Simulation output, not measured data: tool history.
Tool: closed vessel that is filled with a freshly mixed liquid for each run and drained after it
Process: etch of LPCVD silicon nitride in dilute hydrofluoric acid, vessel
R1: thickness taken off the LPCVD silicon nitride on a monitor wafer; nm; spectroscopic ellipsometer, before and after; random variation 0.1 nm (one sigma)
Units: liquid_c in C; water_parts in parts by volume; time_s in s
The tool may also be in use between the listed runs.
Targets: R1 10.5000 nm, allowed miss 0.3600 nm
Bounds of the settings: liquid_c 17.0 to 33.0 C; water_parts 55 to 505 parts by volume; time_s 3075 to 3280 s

{"run": 1, "day": 0.0, "liquid_c": 25.0, "water_parts": 280, "time_s": 3075, "R1": 4.7411}
{"run": 2, "day": 0.279, "liquid_c": 25.0, "water_parts": 245, "time_s": 3075, "R1": 5.2883}
{"run": 3, "day": 0.475, "liquid_c": 27.0, "water_parts": 245, "time_s": 3075, "R1": 6.1215}
{"run": 4, "day": 0.504, "liquid_c": 27.0, "water_parts": 320, "time_s": 3075, "R1": 4.6427}
{"run": 5, "day": 0.833, "liquid_c": 28.0, "water_parts": 320, "time_s": 3075, "R1": 4.9334}
{"run": 6, "day": 1.142, "liquid_c": 29.0, "water_parts": 300, "time_s": 3080, "R1": 5.6379}
{"run": 7, "day": 1.192, "liquid_c": 29.5, "water_parts": 280, "time_s": 3085, "R1": 6.1728}
{"run": 8, "day": 1.283, "liquid_c": 30.0, "water_parts": 265, "time_s": 3085, "R1": 6.6485}
{"run": 9, "day": 1.512, "liquid_c": 30.5, "water_parts": 250, "time_s": 3085, "R1": 7.3965}
{"run": 10, "day": 1.571, "liquid_c": 31.0, "water_parts": 240, "time_s": 3085, "R1": 7.8769}
{"run": 11, "day": 1.9, "liquid_c": 33.0, "water_parts": 185, "time_s": 3095, "R1": 11.612}
{"run": 12, "day": 2.121, "liquid_c": 32.5, "water_parts": 185, "time_s": 3095, "R1": 11.255}
{"run": 13, "day": 2.392, "liquid_c": 32.0, "water_parts": 185, "time_s": 3095, "R1": 11.254}

Which of these 4 next moves meets every target?
{"run": "A", "day": 2.662, "liquid_c": 26.0, "water_parts": 115, "time_s": 3090, "R1": "?"}
{"run": "B", "day": 2.662, "liquid_c": 32.5, "water_parts": 180, "time_s": 3210, "R1": "?"}
{"run": "C", "day": 2.662, "liquid_c": 31.0, "water_parts": 180, "time_s": 3075, "R1": "?"}
{"run": "D", "day": 2.662, "liquid_c": 32.0, "water_parts": 180, "time_s": 3245, "R1": "?"}

move=A R1=12.1650
move=B R1=12.1140
move=C R1=10.6000
move=D R1=11.8830
A: further off than the last run
B: further off than the last run
C: meets every target
D: further off than the last run
Move C is the one to make.
